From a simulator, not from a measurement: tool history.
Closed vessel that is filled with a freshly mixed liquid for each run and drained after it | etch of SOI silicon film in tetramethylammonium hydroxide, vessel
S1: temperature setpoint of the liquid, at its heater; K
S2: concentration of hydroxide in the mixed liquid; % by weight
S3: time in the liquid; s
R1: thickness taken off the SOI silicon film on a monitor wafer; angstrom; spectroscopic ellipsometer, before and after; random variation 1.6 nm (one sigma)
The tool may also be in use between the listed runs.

Run 1, hour 0: S1 340.15 K, S2 11.5 % by weight, S3 30 s. Result: R1 1582.4 angstrom.
Run 2, hour 1.3: S1 342.15 K, S2 11.5 % by weight, S3 30 s. Result: R1 1779.5 angstrom.
Run 3, hour 2.5: S1 342.15 K, S2 13 % by weight, S3 30 s. Result: R1 1700.3 angstrom.
Run 4, hour 5.3: S1 344.15 K, S2 13 % by weight, S3 30 s. Result: R1 1900.9 angstrom.
Run 5, hour 11.3: S1 345.65 K, S2 13 % by weight, S3 30 s. Result: R1 2088.9 angstrom.
Run 6, hour 18.6: S1 347.15 K, S2 13 % by weight, S3 30 s. Result: R1 2286.3 angstrom.
Run 7, hour 19.7: S1 348.15 K, S2 13 % by weight, S3 30 s. Result: R1 2413.3 angstrom.
Run 8, hour 20.7: S1 349.15 K, S2 13 % by weight, S3 30 s. Result: R1 2534.3 angstrom.
Run 9, hour 22.3: S1 349.65 K, S2 13 % by weight, S3 30 s. Result: R1 2630.9 angstrom.

Run 10 comes next. What will it give?
At hour 30.8: hydroxide flow meter replaced.
Run 10, hour 30.8: S1 350.15 K, S2 13 % by weight, S3 30 s. Result: R1 ?.

Run 10 gave R1 2623 angstrom.

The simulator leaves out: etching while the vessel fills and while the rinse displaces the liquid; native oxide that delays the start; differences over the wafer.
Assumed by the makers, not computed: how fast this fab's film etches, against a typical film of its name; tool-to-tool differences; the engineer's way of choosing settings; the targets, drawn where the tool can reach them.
